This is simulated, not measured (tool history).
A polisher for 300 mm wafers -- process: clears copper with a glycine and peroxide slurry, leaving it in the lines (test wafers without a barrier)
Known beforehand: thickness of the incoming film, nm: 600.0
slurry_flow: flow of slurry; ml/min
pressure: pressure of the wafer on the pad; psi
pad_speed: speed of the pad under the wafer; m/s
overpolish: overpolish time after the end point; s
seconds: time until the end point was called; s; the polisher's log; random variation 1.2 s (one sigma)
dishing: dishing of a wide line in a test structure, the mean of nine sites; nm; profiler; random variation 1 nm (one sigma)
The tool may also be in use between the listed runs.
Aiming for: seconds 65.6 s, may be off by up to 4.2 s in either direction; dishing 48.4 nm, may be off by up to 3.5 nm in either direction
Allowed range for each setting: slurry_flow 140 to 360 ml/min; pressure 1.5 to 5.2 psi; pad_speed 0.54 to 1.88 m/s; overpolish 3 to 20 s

Run 1, hour 0: slurry_flow 230 ml/min, pressure 3.3 psi, pad_speed 1.2 m/s, overpolish 10 s. Result: seconds 90.181 s, dishing 37.688 nm.
Run 2, hour 6.2: slurry_flow 230 ml/min, pressure 2.7 psi, pad_speed 1.2 m/s, overpolish 10 s. Result: seconds 99.688 s, dishing 34.442 nm.
Run 3, hour 11.9: slurry_flow 230 ml/min, pressure 2.7 psi, pad_speed 1.1 m/s, overpolish 10 s. Result: seconds 112.21 s, dishing 31.462 nm.
Run 4, hour 12.6: slurry_flow 230 ml/min, pressure 3 psi, pad_speed 1.12 m/s, overpolish 10 s. Result: seconds 103.3 s, dishing 34.9 nm.
Run 5, hour 15.7: slurry_flow 230 ml/min, pressure 3.2 psi, pad_speed 1.14 m/s, overpolish 10 s. Result: seconds 96.898 s, dishing 37.049 nm.
Run 6, hour 21.9: slurry_flow 230 ml/min, pressure 3.2 psi, pad_speed 1.14 m/s, overpolish 14 s. Result: seconds 98.874 s, dishing 44.936 nm.
At hour 28: worn pad replaced by a new one.
Run 7, hour 28: slurry_flow 230 ml/min, pressure 3.4 psi, pad_speed 1.16 m/s, overpolish 13 s. Result: seconds 83.376 s, dishing 47.196 nm.
Run 8, hour 33: slurry_flow 230 ml/min, pressure 3.5 psi, pad_speed 1.16 m/s, overpolish 13 s. Result: seconds 80.578 s, dishing 49.375 nm.

Below are 5 possible settings for the next run. Only one of them brings all results inside the allowed miss of their targets. Which is it?
Run A, hour 38: slurry_flow 225 ml/min, pressure 3.1 psi, pad_speed 0.92 m/s, overpolish 18 s. Result: seconds ?, dishing ?.
Run B, hour 38: slurry_flow 215 ml/min, pressure 2.8 psi, pad_speed 0.92 m/s, overpolish 18 s. Result: seconds ?, dishing ?.
Run C, hour 38: slurry_flow 230 ml/min, pressure 3.3 psi, pad_speed 1.1 m/s, overpolish 13 s. Result: seconds ?, dishing ?.
Run D, hour 38: slurry_flow 140 ml/min, pressure 4.2 psi, pad_speed 1.44 m/s, overpolish 10 s. Result: seconds ?, dishing ?.
Run E, hour 38: slurry_flow 240 ml/min, pressure 2.6 psi, pad_speed 1.14 m/s, overpolish 17 s. Result: seconds ?, dishing ?.

move  seconds  dishing
   A   109.61   52.365
   B   118.18   49.624
   C   91.105   47.696
   D   65.075   50.445
   E   104.38   51.117
A: moves away from the targets compared with the last run
B: moves away from the targets compared with the last run
C: moves away from the targets compared with the last run
D: all results land within tolerance of their targets
E: moves away from the targets compared with the last run
So the answer is move D, the one that meets all the targets.

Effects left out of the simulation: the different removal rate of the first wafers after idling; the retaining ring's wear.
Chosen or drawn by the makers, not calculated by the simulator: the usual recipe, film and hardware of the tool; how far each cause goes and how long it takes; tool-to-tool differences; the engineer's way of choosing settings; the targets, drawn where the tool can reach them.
